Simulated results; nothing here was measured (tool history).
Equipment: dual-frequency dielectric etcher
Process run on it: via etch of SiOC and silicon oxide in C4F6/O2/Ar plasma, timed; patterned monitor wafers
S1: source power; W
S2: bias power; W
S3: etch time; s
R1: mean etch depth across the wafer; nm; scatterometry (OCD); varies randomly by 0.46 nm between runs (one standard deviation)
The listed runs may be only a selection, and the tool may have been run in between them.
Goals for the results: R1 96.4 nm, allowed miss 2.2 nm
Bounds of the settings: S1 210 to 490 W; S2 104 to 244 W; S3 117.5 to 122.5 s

run 1 hour=0 | S1=350 S2=174 S3=117.5 | R1=116.06
run 2 hour=5.1 | S1=330 S2=170 S3=117.5 | R1=112.52
run 3 hour=12.6 | S1=280 S2=170 S3=117.5 | R1=106.65
run 4 hour=20.7 | S1=280 S2=170 S3=117.5 | R1=106.44
run 5 hour=26.1 | S1=280 S2=140 S3=117.5 | R1=101.58
run 6 hour=31.5 | S1=270 S2=139 S3=117.5 | R1=101.59
run 7 hour=34.9 | S1=260 S2=138 S3=117.5 | R1=99.308
run 8 hour=40.1 | S1=260 S2=137 S3=117.5 | R1=99.681
run 9 hour=42.8 | S1=260 S2=136 S3=117.5 | R1=98.658

Next run, 4 choices. One meets every target within its allowed miss, the rest don't. Which?
run A hour=45.5 | S1=280 S2=126 S3=119.5 | R1=?
run B hour=45.5 | S1=300 S2=142 S3=118 | R1=?
run C hour=45.5 | S1=250 S2=133 S3=121.5 | R1=?
run D hour=45.5 | S1=250 S2=124 S3=119 | R1=?

move=A R1=102.14
move=B R1=106.14
move=C R1=101.62
move=D R1=97.838
A: the biggest miss grows against the last run
B: the biggest miss grows against the last run
C: the biggest miss grows against the last run
D: every result lands within tolerance
The right move is D.
